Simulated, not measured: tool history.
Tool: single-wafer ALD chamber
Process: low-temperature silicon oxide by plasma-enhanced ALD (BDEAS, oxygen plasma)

run	hour	heater temperature setpoint (°C)	number of ALD cycles (cycles)	mean film thickness on the monitor wafer (nm)
1	0.0	115	62	9.1323
2	7.9	110	62	9.1794
3	9.9	110	58	8.5931
4	16.6	110	51	7.5358
5	21.9	110	60	8.8565
6	29.0	110	57	8.4849
7	32.3	111	54	7.9686
8	34.4	111	52	7.7330

Run 9, settings as shown, results not yet in. Your forecast:
9	40.7	111	51	?

Run 9 yielded mean film thickness on the monitor wafer (nm) 7.5609.
